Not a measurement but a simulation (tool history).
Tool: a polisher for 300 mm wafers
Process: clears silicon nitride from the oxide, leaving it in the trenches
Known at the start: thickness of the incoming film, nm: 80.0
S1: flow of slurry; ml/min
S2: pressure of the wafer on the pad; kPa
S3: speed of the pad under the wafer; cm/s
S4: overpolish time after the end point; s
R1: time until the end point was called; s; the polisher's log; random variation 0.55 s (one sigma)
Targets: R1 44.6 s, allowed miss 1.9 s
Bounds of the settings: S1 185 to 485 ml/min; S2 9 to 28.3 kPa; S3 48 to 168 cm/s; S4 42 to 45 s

{"run": 1, "hour": 0.0, "S1": 310, "S2": 18.6, "S3": 108, "S4": 42, "R1": 68.331}
{"run": 2, "hour": 2.5, "S1": 310, "S2": 21.4, "S3": 110, "S4": 42, "R1": 58.649}
{"run": 3, "hour": 10.1, "S1": 310, "S2": 21.4, "S3": 110, "S4": 45, "R1": 58.886}
{"run": 4, "hour": 10.9, "S1": 350, "S2": 21.4, "S3": 110, "S4": 45, "R1": 58.677}
{"run": 5, "hour": 15.5, "S1": 350, "S2": 21.4, "S3": 122, "S4": 45, "R1": 52.149}
{"run": 6, "hour": 21.5, "S1": 350, "S2": 20, "S3": 122, "S4": 45, "R1": 55.344}
{"run": 7, "hour": 25.2, "S1": 350, "S2": 21.4, "S3": 122, "S4": 45, "R1": 53.37}
{"run": 8, "hour": 28.7, "S1": 350, "S2": 21.4, "S3": 122, "S4": 45, "R1": 52.056}
{"run": 9, "hour": 36.8, "S1": 350, "S2": 22.1, "S3": 122, "S4": 45, "R1": 49.661}
{"run": 10, "hour": 41.1, "S1": 350, "S2": 22.8, "S3": 122, "S4": 45, "R1": 48.868}
{"run": 11, "hour": 41.9, "S1": 350, "S2": 23.4, "S3": 122, "S4": 45, "R1": 48.664}
{"run": 12, "hour": 46.7, "S1": 350, "S2": 24.1, "S3": 122, "S4": 45, "R1": 47.157}

5 next moves are on the table. One of them brings every result within its allowed miss. Which?
{"run": "A", "hour": 51.5, "S1": 430, "S2": 22.1, "S3": 124, "S4": 44, "R1": "?"}
{"run": "B", "hour": 51.5, "S1": 350, "S2": 21.4, "S3": 124, "S4": 42, "R1": "?"}
{"run": "C", "hour": 51.5, "S1": 305, "S2": 28.3, "S3": 110, "S4": 45, "R1": "?"}
{"run": "D", "hour": 51.5, "S1": 375, "S2": 23.4, "S3": 108, "S4": 42, "R1": "?"}
{"run": "E", "hour": 51.5, "S1": 420, "S2": 25.5, "S3": 104, "S4": 42, "R1": "?"}

move=A R1=50.495
move=B R1=52.766
move=C R1=45.561
move=D R1=54.899
move=E R1=52.06
A: further off than the last run
B: further off than the last run
C: meets every target
D: further off than the last run
E: further off than the last run
The right move is C.
